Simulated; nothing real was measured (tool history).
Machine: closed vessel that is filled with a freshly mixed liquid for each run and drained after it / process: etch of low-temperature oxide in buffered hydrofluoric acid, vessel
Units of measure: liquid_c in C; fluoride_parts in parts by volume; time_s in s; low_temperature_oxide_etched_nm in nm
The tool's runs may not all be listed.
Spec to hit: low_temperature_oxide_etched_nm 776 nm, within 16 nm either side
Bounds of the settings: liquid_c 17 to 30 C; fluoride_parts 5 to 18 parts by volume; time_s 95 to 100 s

run    day  liquid_c  fluoride_parts  time_s  low_temperature_oxide_etched_nm
  1      0        22              11      95                           414.13
  2  0.133        22             9.5      95                           469.13
  3  0.288        24             9.5      95                           528.03
  4  0.458        24            12.5      95                           407.37
  5  0.804      25.5            11.5      95                           481.97
  6  1.067      25.5            11.5     100                           501.68
  7   1.35      26.5              11     100                           557.15
  8  1.579      27.5            10.5     100                            612.3
  9  1.725        28              10     100                           659.02
 10  1.967      28.5              10     100                           681.92
 11  2.179        29              10     100                           699.04
 12  2.279      29.5              10     100                            715.9

Exactly one of the 4 candidate moves below puts every result within its allowed miss. Which one?
  A  2.379        29             9.5     100                                ?
  B  2.379      29.5             9.5      95                                ?
  C  2.379      27.5              10     100                                ?
  D  2.379      28.5             8.5     100                                ?

move  low_temperature_oxide_etched_nm
   A                           722.32
   B                           704.52
   C                           645.92
   D                            774.3
A: nearer the targets than the last run, but a result is still out of spec
B: its largest miss is bigger than the last run's
C: its largest miss is bigger than the last run's
D: every result lands within tolerance
The move that meets every target is D.
